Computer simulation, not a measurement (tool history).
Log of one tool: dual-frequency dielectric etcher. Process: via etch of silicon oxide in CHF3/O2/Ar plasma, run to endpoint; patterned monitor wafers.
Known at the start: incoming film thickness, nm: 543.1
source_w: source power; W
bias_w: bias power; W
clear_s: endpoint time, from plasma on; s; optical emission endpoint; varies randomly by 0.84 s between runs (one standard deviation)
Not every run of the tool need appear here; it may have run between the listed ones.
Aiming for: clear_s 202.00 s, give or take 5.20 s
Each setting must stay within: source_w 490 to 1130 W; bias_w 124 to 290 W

Run 1, hour 0.0: source_w 810 W, bias_w 207 W. Result: clear_s 232.39 s.
Run 2, hour 1.0: source_w 860 W, bias_w 207 W. Result: clear_s 223.52 s.
Run 3, hour 4.9: source_w 890 W, bias_w 209 W. Result: clear_s 221.30 s.
Run 4, hour 6.1: source_w 920 W, bias_w 211 W. Result: clear_s 217.32 s.
Run 5, hour 13.0: source_w 920 W, bias_w 183 W. Result: clear_s 229.68 s.
Run 6, hour 15.4: source_w 850 W, bias_w 183 W. Result: clear_s 238.96 s.
Run 7, hour 24.2: source_w 890 W, bias_w 187 W. Result: clear_s 232.37 s.
Run 8, hour 33.0: source_w 930 W, bias_w 191 W. Result: clear_s 223.79 s.
Run 9, hour 37.5: source_w 960 W, bias_w 193 W. Result: clear_s 221.61 s.
Run 10, hour 45.5: source_w 990 W, bias_w 196 W. Result: clear_s 215.95 s.
Run 11, hour 50.3: source_w 1010 W, bias_w 197 W. Result: clear_s 212.10 s.

Pick the move, out of 5, that brings all results within their allowed miss; only one does.
Run A, hour 55.1: source_w 910 W, bias_w 221 W. Result: clear_s ?.
Run B, hour 55.1: source_w 1020 W, bias_w 195 W. Result: clear_s ?.
Run C, hour 55.1: source_w 1110 W, bias_w 197 W. Result: clear_s ?.
Run D, hour 55.1: source_w 1100 W, bias_w 161 W. Result: clear_s ?.
Run E, hour 55.1: source_w 1130 W, bias_w 220 W. Result: clear_s ?.

move  clear_s
   A   212.93
   B   211.67
   C   202.25
   D   220.33
   E   191.78
A: further off than the last run
B: just as far off the targets as the last run
C: each result inside its tolerance
D: further off than the last run
E: takes the result that was furthest off past its target
So the answer is move C, the one that meets all the targets.
